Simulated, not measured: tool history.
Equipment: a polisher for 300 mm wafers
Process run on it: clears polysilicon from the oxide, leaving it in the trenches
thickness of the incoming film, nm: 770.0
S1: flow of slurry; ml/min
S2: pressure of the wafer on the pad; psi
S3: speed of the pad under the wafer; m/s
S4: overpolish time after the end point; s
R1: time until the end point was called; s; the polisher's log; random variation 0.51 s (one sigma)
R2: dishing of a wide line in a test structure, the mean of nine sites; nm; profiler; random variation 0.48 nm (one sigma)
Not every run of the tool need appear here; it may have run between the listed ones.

run  hour   S1   S2    S3  S4      R1      R2
  1     0  260    3  1.14  14  44.078  32.467
  2   5.3  260    3  1.42  14  36.212  33.159
  3  11.8  270  2.8   1.4  13   38.61  32.025
  4  17.8  275  2.6   1.4  12  41.224  33.246
  5  24.6  275  2.6   1.4  10  41.474  32.916
  6  25.9  295  2.5  1.38  12   42.88  32.688
  7  33.1  310  2.4  1.36  14  44.817  33.874
  8  38.9  290  2.4  1.34  13  46.386  31.753
  9  40.7  285  2.3  1.34  13  48.778  33.344
 10    46  290  2.3   1.3  12  49.362  32.775
 11  48.1  270  2.3  1.28  11  50.453  33.028
 12    50  290  2.3  1.26  10  51.974  32.413

What will run 13 give?
 13  51.1  305  2.3  1.24   9   ?   ?

{"run 13": {"R1": 51.453, "R2": 33.553}}
